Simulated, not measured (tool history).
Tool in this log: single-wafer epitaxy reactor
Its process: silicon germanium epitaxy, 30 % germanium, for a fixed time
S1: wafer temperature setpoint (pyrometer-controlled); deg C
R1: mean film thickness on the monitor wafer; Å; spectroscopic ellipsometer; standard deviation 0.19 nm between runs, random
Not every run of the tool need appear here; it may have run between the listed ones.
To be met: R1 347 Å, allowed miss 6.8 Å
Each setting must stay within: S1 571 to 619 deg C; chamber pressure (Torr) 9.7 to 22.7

run 1 hour=0 | S1=595 chamber_pressure_(Torr)=16.2 | R1=473.65
run 2 hour=3.2 | S1=599 chamber_pressure_(Torr)=16.2 | R1=505.88
run 3 hour=7.4 | S1=595 chamber_pressure_(Torr)=16.1 | R1=470.92
run 4 hour=15.8 | S1=595 chamber_pressure_(Torr)=17.3 | R1=487.19
run 5 hour=24.4 | S1=595 chamber_pressure_(Torr)=15.3 | R1=466.43
run 6 hour=27.7 | S1=595 chamber_pressure_(Torr)=16.7 | R1=479.02
run 7 hour=32.1 | S1=592 chamber_pressure_(Torr)=16.6 | R1=453.83
run 8 hour=38.3 | S1=589 chamber_pressure_(Torr)=16.5 | R1=432.65
run 9 hour=43.7 | S1=587 chamber_pressure_(Torr)=16.5 | R1=415.66
run 10 hour=51.1 | S1=585 chamber_pressure_(Torr)=16.5 | R1=401.42
run 11 hour=60.1 | S1=585 chamber_pressure_(Torr)=16.5 | R1=402.33
run 12 hour=64.7 | S1=583 chamber_pressure_(Torr)=16.5 | R1=389.21

Which one of the following 4 next-run settings gets every result inside its allowed miss? There is exactly one.
run A hour=69.3 | S1=573 chamber_pressure_(Torr)=19.7 | R1=?
run B hour=69.3 | S1=582 chamber_pressure_(Torr)=14.6 | R1=?
run C hour=69.3 | S1=580 chamber_pressure_(Torr)=15.2 | R1=?
run D hour=69.3 | S1=581 chamber_pressure_(Torr)=15.1 | R1=?

move=A R1=346.72
move=B R1=366.28
move=C R1=358.59
move=D R1=364.07
A: all results in spec
B: closer than the last run, but not yet in spec
C: closer than the last run, but not yet in spec
D: closer than the last run, but not yet in spec
Move A is the one to make.
